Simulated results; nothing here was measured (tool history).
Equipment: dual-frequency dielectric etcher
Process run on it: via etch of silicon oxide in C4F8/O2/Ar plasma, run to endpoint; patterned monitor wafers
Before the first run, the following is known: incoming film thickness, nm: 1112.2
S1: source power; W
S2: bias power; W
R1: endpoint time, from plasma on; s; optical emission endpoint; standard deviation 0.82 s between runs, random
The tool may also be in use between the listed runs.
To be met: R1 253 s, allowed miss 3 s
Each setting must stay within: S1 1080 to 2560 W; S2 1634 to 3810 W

run    day    S1    S2      R1
  1      0  1820  2722  193.48
  2  0.288  1630  2722  202.41
  3  0.471  1520  2557  212.93
  4  0.775  1430  2460  220.53
  5  0.858  1360  2384  224.72
  6  1.129  1360  2014  236.39
  7  1.279  1310  2005  239.91
  8  1.383  1080  1967   260.2
  9  1.683  1100  1968  259.53
 10  1.812  1120  1969  255.99
 11  1.954  1130  1970  256.42
 12  2.283  1130  1970  257.27

Exercise: of the 4 proposed moves below, exactly one satisfies all targets within the stated allowed misses. Which move is it?
  A  2.612  1130  2090   ?
  B  2.612  1090  1851   ?
  C  2.612  1150  1807   ?
  D  2.612  1080  1987   ?

move      R1
   A  253.31
   B  264.73
   C  260.09
   D  261.43
A: in spec on every target
B: its largest miss is bigger than the last run's
C: its largest miss is bigger than the last run's
D: its largest miss is bigger than the last run's
Answer: A
